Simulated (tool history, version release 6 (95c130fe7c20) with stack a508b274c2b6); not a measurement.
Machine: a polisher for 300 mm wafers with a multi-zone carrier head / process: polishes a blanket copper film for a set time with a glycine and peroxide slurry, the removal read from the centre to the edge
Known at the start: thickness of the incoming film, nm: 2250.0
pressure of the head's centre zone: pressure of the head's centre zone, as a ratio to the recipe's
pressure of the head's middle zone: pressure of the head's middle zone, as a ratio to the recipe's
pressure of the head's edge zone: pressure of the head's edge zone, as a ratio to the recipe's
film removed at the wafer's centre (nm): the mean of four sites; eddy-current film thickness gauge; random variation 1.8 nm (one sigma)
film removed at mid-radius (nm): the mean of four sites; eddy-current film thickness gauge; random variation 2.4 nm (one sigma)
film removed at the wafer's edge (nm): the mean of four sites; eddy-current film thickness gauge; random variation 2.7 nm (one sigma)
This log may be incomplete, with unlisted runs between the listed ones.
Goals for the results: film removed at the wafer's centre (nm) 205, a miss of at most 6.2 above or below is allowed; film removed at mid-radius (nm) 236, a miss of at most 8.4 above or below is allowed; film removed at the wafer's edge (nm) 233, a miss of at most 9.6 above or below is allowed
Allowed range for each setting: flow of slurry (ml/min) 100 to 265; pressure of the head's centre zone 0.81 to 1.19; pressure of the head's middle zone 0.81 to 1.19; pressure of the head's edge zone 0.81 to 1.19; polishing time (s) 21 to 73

run,day,flow of slurry (ml/min),pressure of the head's centre zone,pressure of the head's middle zone,pressure of the head's edge zone,polishing time (s),film removed at the wafer's centre (nm),film removed at mid-radius (nm),film removed at the wafer's edge (nm)
1,0,170,1,1,1,47,298.72,306.69,302.41
2,0.167,155,1,1,1,47,289.86,299.41,315.12
3,0.308,160,0.98,0.99,0.99,46,281.1,295.87,298.61
4,0.621,160,0.94,0.99,0.99,46,269.93,295.14,298.76
5,0.738,160,0.94,0.99,0.99,54,319.27,343.41,344.63
6,0.988,160,0.94,1.05,0.99,54,322.71,355.4,353.48
7,1.138,160,0.93,1.03,0.98,52,308.33,346.67,341.13
8,1.446,165,0.92,1.01,0.98,50,288.09,330.03,326.52
9,1.671,165,0.92,0.99,0.97,48,283.12,308.7,315.78
10,1.838,175,0.92,0.99,0.98,46,270.68,298.36,301.69
11,1.908,180,0.91,0.99,0.97,44,257.11,279.4,288.89
12,2.246,180,0.91,1,0.96,43,249.51,283.33,280.83
13,2.4,185,0.9,0.99,0.95,42,241.23,277.13,281.35
14,2.446,185,0.91,0.99,0.95,41,244.7,272.94,265.09
15,2.654,180,0.9,0.98,0.94,41,236.39,268.04,261.27
16,2.946,175,0.89,0.97,0.94,41,231.45,263.07,266.69
17,3.108,170,0.89,0.97,0.93,41,232.77,261.95,263.5
18,3.138,165,0.88,0.97,0.92,41,229.38,256.41,256.46
19,3.188,160,0.87,0.97,0.91,41,227.63,258.07,262.69
20,3.542,160,0.87,0.97,0.9,40,216.54,249.65,246.13
21,3.758,155,0.87,0.97,0.9,40,216.04,254.41,247.49
22,3.838,130,0.86,0.91,0.84,39,200.54,225.96,229.76
23,4.108,130,0.86,0.91,0.84,39,197.77,222.78,229.76
24,4.2,135,0.86,0.91,0.84,39,199.71,223.48,230.74

5 next moves are on the table. One of them brings every result within its allowed miss. Which?
A,4.292,150,0.85,0.83,0.82,39,?,?,?
B,4.292,120,0.83,0.81,0.96,40,?,?,?
C,4.292,135,0.84,1.15,0.88,37,?,?,?
D,4.292,140,0.85,0.94,0.83,40,?,?,?
E,4.292,110,0.86,0.86,0.83,41,?,?,?

move,film removed at the wafer's centre (nm),film removed at mid-radius (nm),film removed at the wafer's edge (nm)
A,206.89,220.76,233.76
B,194.58,210.97,247.91
C,189.07,255.75,224.21
D,208.64,242.18,238.12
E,200.74,219.14,233.46
A: its largest miss is bigger than the last run's
B: its largest miss is bigger than the last run's
C: takes the result that was furthest off past its target
D: all results land within tolerance of their targets
E: its largest miss is bigger than the last run's
Move D is the one to make.
